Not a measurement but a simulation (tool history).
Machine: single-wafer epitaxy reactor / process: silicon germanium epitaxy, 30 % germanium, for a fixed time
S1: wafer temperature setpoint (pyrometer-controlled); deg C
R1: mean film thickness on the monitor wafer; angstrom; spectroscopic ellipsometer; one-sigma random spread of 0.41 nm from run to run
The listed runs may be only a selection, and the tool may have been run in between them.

Run 1, day 0: S1 595 deg C, chamber pressure (Pa) 3453. Result: R1 606.78 angstrom.
Run 2, day 0.367: S1 591 deg C, chamber pressure (Pa) 3453. Result: R1 553.65 angstrom.
Run 3, day 0.462: S1 597 deg C, chamber pressure (Pa) 3466. Result: R1 626.89 angstrom.
Run 4, day 0.588: S1 589 deg C, chamber pressure (Pa) 3466. Result: R1 528.9 angstrom.
Run 5, day 0.625: S1 589 deg C, chamber pressure (Pa) 3240. Result: R1 513.73 angstrom.
Run 6, day 0.904: S1 581 deg C, chamber pressure (Pa) 3240. Result: R1 436.74 angstrom.
Run 7, day 1.121: S1 590 deg C, chamber pressure (Pa) 3266. Result: R1 535.61 angstrom.
Run 8, day 1.492: S1 596 deg C, chamber pressure (Pa) 3293. Result: R1 611.02 angstrom.
Run 9, day 1.542: S1 600 deg C, chamber pressure (Pa) 3306. Result: R1 656.52 angstrom.

The next listed run, before its measurement:
Run 10, day 1.879: S1 600 deg C, chamber pressure (Pa) 3306. Result: R1 ?.

Run 10 produced R1 655.94 angstrom.

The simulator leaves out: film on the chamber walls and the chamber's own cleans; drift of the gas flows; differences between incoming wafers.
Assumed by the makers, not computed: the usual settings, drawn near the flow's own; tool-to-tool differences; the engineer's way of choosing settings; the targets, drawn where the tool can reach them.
